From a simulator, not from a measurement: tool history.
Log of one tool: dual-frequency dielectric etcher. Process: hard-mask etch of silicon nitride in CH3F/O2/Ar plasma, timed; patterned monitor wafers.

run  hour  source power (kW)  bias power (kW)  etch time (s)  mean etch depth across the wafer (nm)
  1   0.0              0.390            0.079          130.5                                 98.853
  2   1.6              0.420            0.080          130.5                                100.640
  3   8.5              0.440            0.082          130.5                                104.140
  4  10.8              0.440            0.076          130.5                                101.950
  5  12.7              0.460            0.077          130.5                                103.870
  6  17.4              0.460            0.067          130.5                                 99.809
  7  25.3              0.480            0.069          130.5                                101.530
  8  32.1              0.490            0.071          130.5                                102.490
  9  33.8              0.490            0.071          130.5                                103.150
     40.0  -- bias power generator calibrated
 10  40.0              0.500            0.073          130.5                                105.380
 11  45.5              0.510            0.074          130.5                                107.090
 12  53.5              0.520            0.075          130.5                                107.940
 13  61.5              0.530            0.076          130.5                                108.960
 14  64.1              0.530            0.077          130.5                                110.250

Run 15 comes next. What will it give?
 15  69.2              0.540            0.077          130.5                                      ?

mean etch depth across the wafer (nm): 109.580

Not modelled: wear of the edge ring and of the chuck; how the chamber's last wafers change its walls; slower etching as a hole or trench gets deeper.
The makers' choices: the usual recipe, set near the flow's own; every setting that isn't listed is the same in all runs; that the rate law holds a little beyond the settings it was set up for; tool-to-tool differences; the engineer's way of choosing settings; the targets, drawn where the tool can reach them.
